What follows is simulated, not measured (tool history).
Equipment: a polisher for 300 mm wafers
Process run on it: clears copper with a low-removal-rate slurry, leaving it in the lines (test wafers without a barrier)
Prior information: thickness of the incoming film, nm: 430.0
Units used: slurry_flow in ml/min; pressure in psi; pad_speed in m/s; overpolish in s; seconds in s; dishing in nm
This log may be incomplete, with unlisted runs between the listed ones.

Run 1, hour 0.0: slurry_flow 295 ml/min, pressure 3.4 psi, pad_speed 1.34 m/s, slurry_solids 1.00, overpolish 29 s. Result: seconds 100.940 s, dishing 81.175 nm.
Run 2, hour 5.6: slurry_flow 295 ml/min, pressure 4.1 psi, pad_speed 1.34 m/s, slurry_solids 1.00, overpolish 29 s. Result: seconds 87.105 s, dishing 93.246 nm.
Run 3, hour 14.0: slurry_flow 295 ml/min, pressure 4.1 psi, pad_speed 1.12 m/s, slurry_solids 1.00, overpolish 29 s. Result: seconds 102.420 s, dishing 78.671 nm.
Run 4, hour 21.1: slurry_flow 295 ml/min, pressure 3.5 psi, pad_speed 1.12 m/s, slurry_solids 1.00, overpolish 29 s. Result: seconds 116.850 s, dishing 70.901 nm.
Run 5, hour 21.8: slurry_flow 290 ml/min, pressure 3.1 psi, pad_speed 1.00 m/s, slurry_solids 0.95, overpolish 27 s. Result: seconds 151.310 s, dishing 53.213 nm.
Run 6, hour 29.2: slurry_flow 290 ml/min, pressure 3.1 psi, pad_speed 0.80 m/s, slurry_solids 0.95, overpolish 27 s. Result: seconds 186.230 s, dishing 45.254 nm.

Predict the results of run 7:
Run 7, hour 37.1: slurry_flow 290 ml/min, pressure 2.8 psi, pad_speed 0.78 m/s, slurry_solids 0.95, overpolish 25 s. Result: seconds ?, dishing ?.

{"run 7": {"seconds": 213.05, "dishing": 37.996}}
